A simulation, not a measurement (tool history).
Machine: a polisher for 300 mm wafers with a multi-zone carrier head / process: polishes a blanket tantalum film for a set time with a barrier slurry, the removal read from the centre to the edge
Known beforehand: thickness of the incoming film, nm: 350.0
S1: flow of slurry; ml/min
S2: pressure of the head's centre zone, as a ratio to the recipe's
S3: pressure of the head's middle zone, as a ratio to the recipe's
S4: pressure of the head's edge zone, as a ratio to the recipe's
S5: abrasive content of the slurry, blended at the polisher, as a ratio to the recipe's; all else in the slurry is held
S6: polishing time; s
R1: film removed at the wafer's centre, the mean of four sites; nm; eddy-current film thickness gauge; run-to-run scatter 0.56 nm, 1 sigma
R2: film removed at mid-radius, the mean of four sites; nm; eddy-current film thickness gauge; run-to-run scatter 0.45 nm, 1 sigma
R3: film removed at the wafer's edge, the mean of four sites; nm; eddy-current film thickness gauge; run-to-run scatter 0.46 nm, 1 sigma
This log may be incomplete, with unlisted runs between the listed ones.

run,hour,S1,S2,S3,S4,S5,S6,R1,R2,R3
1,0.0,280,1.00,1.00,1.00,1.00,45,49.982,51.077,49.923
2,6.7,280,1.00,0.95,1.00,1.00,45,50.332,50.099,50.475
3,14.9,280,1.00,0.95,1.07,1.00,45,50.345,49.299,51.159
4,17.5,280,1.00,0.95,1.07,0.80,45,45.086,43.795,46.001
5,23.0,280,1.00,0.95,1.07,0.95,45,49.976,48.231,50.450
6,24.8,280,1.00,0.95,1.07,0.95,36,39.673,38.363,40.208

Predict the results of run 7:
7,29.4,280,0.98,0.96,1.08,1.00,36,?,?,?

{"run 7": {"R1": 39.975, "R2": 39.696, "R3": 41.627}}

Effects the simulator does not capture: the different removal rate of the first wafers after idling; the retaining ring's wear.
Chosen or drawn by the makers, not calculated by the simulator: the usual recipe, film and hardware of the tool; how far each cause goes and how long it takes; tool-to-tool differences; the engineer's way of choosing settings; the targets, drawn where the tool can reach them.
